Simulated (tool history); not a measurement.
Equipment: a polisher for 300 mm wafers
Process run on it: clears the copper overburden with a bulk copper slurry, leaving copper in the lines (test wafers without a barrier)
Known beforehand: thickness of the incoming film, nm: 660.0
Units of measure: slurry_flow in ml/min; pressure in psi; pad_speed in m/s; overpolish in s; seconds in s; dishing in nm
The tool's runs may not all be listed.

Run 1, hour 0.0: slurry_flow 245 ml/min, pressure 3.4 psi, pad_speed 1.02 m/s, slurry_solids 1.0, overpolish 12 s. Result: seconds 65.159 s, dishing 62.906 nm.
Run 2, hour 1.1: slurry_flow 245 ml/min, pressure 3.4 psi, pad_speed 1.02 m/s, slurry_solids 1.0, overpolish 14 s. Result: seconds 65.005 s, dishing 67.824 nm.
Run 3, hour 8.8: slurry_flow 250 ml/min, pressure 3.0 psi, pad_speed 1.12 m/s, slurry_solids 1.0, overpolish 12 s. Result: seconds 68.136 s, dishing 61.376 nm.
Run 4, hour 16.4: slurry_flow 250 ml/min, pressure 2.4 psi, pad_speed 1.12 m/s, slurry_solids 1.0, overpolish 12 s. Result: seconds 80.897 s, dishing 53.360 nm.
Run 5, hour 18.8: slurry_flow 225 ml/min, pressure 2.2 psi, pad_speed 1.20 m/s, slurry_solids 1.1, overpolish 10 s. Result: seconds 83.899 s, dishing 45.627 nm.
Run 6, hour 21.5: slurry_flow 205 ml/min, pressure 2.3 psi, pad_speed 1.26 m/s, slurry_solids 1.2, overpolish 9 s. Result: seconds 78.883 s, dishing 45.167 nm.
Run 7, hour 24.8: slurry_flow 205 ml/min, pressure 2.3 psi, pad_speed 1.26 m/s, slurry_solids 1.2, overpolish 9 s. Result: seconds 77.184 s, dishing 45.274 nm.
Run 8, hour 29.6: slurry_flow 205 ml/min, pressure 2.3 psi, pad_speed 1.26 m/s, slurry_solids 1.2, overpolish 9 s. Result: seconds 77.954 s, dishing 45.533 nm.
Run 9, hour 36.7: slurry_flow 220 ml/min, pressure 1.5 psi, pad_speed 1.54 m/s, slurry_solids 1.3, overpolish 4 s. Result: seconds 94.388 s, dishing 20.444 nm.
Run 10, hour 37.8: slurry_flow 210 ml/min, pressure 1.8 psi, pad_speed 1.52 m/s, slurry_solids 1.3, overpolish 4 s. Result: seconds 80.764 s, dishing 22.857 nm.

Run 11 comes next. What will it give?
Run 11, hour 40.9: slurry_flow 200 ml/min, pressure 2.0 psi, pad_speed 1.48 m/s, slurry_solids 1.3, overpolish 4 s. Result: seconds ?, dishing ?.

{"run 11": {"seconds": 77.179, "dishing": 24.911}}

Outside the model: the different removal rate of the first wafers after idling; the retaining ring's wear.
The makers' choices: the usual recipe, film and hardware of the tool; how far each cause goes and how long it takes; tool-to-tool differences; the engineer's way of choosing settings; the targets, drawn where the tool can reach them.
